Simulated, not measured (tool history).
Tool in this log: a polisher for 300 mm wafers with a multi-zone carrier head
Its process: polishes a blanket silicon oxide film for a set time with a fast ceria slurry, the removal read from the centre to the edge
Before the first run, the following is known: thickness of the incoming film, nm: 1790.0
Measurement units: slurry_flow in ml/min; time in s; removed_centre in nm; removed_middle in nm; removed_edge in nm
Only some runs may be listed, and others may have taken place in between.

run 1 day=0 | slurry_flow=215 centre_zone=1 middle_zone=1 edge_zone=1 time=59 | removed_centre=769.27 removed_middle=734.46 removed_edge=786.11
run 2 day=0.054 | slurry_flow=215 centre_zone=1 middle_zone=1 edge_zone=0.94 time=59 | removed_centre=754.93 removed_middle=733.66 removed_edge=772.17
run 3 day=0.188 | slurry_flow=225 centre_zone=1 middle_zone=1.03 edge_zone=0.96 time=60 | removed_centre=768.92 removed_middle=787.94 removed_edge=780.87
run 4 day=0.446 | slurry_flow=200 centre_zone=1 middle_zone=1.03 edge_zone=0.96 time=60 | removed_centre=754.53 removed_middle=783.26 removed_edge=777.09
run 5 day=0.688 | slurry_flow=205 centre_zone=1 middle_zone=1.04 edge_zone=0.99 time=61 | removed_centre=775.67 removed_middle=798.85 removed_edge=800.12
run 6 day=0.904 | slurry_flow=240 centre_zone=1 middle_zone=1.04 edge_zone=0.99 time=61 | removed_centre=779.38 removed_middle=802.32 removed_edge=819.44
run 7 day=1.062 | slurry_flow=245 centre_zone=1.01 middle_zone=1.05 edge_zone=1 time=61 | removed_centre=793.89 removed_middle=802.79 removed_edge=823.3

Predict the results of run 8:
-- day=1.179 edge zone pressure recalibrated
run 8 day=1.179 | slurry_flow=250 centre_zone=1.02 middle_zone=1.07 edge_zone=1.01 time=61 | removed_centre=? removed_middle=? removed_edge=?

removed_centre: 813.01 nm
removed_middle: 846.16 nm
removed_edge: 804.21 nm

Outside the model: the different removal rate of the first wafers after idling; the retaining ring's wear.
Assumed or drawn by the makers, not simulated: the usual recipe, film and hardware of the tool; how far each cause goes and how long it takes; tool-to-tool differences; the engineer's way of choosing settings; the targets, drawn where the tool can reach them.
